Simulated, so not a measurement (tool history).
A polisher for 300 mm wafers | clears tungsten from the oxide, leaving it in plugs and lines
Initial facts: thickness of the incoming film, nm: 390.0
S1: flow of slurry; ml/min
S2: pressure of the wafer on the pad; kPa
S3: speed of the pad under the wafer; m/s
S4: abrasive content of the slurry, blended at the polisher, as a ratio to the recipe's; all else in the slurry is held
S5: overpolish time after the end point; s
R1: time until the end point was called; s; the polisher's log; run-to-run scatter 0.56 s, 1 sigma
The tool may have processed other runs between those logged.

| run | day | S1 | S2 | S3 | S4 | S5 | R1 |
|---|---|---|---|---|---|---|---|
| 1 | 0.000 | 160 | 20.0 | 1.10 | 1.00 | 8 | 76.581 |
| 2 | 0.338 | 160 | 20.0 | 1.10 | 1.15 | 8 | 73.306 |
| 3 | 0.362 | 160 | 20.0 | 0.84 | 1.15 | 8 | 97.881 |
| 4 | 0.621 | 200 | 20.0 | 0.84 | 1.15 | 8 | 94.053 |
| 5 | 0.738 | 200 | 20.7 | 0.84 | 1.15 | 8 | 92.692 |
| 6 | 0.792 | 200 | 21.4 | 0.84 | 1.15 | 8 | 87.784 |
| 7 | 1.067 | 210 | 26.9 | 0.86 | 1.15 | 8 | 68.635 |
| 8 | 1.233 | 210 | 27.6 | 0.86 | 1.15 | 8 | 65.912 |
| 9 | 1.388 | 210 | 28.3 | 0.86 | 1.15 | 8 | 67.021 |
| 10 | 1.646 | 215 | 29.6 | 0.90 | 1.15 | 8 | 59.261 |

Run 11 is up next; what results do you expect?
| 11 | 1.929 | 215 | 30.3 | 0.90 | 1.15 | 8 | ? |

R1: 58.851 s
